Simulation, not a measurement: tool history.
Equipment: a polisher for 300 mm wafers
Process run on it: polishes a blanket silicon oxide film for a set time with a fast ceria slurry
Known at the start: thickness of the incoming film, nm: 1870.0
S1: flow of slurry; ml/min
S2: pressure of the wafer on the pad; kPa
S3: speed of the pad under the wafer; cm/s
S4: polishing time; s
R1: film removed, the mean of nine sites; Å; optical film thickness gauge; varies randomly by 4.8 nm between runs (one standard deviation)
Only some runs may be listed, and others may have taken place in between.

Run 1, hour 0.0: S1 215 ml/min, S2 20.0 kPa, S3 114 cm/s, S4 53 s. Result: R1 8868.9 Å.
Run 2, hour 5.2: S1 210 ml/min, S2 17.2 kPa, S3 114 cm/s, S4 53 s. Result: R1 7501.2 Å.
Run 3, hour 6.6: S1 210 ml/min, S2 17.2 kPa, S3 114 cm/s, S4 53 s. Result: R1 7641.9 Å.
Run 4, hour 14.7: S1 210 ml/min, S2 20.0 kPa, S3 114 cm/s, S4 53 s. Result: R1 8878.7 Å.
Run 5, hour 20.3: S1 210 ml/min, S2 20.0 kPa, S3 114 cm/s, S4 55 s. Result: R1 9026.1 Å.
Run 6, hour 24.1: S1 200 ml/min, S2 17.2 kPa, S3 114 cm/s, S4 55 s. Result: R1 7784.4 Å.

Forecast run 7:
Run 7, hour 29.8: S1 190 ml/min, S2 15.9 kPa, S3 114 cm/s, S4 55 s. Result: R1 ?.

R1: 7178.3 Å
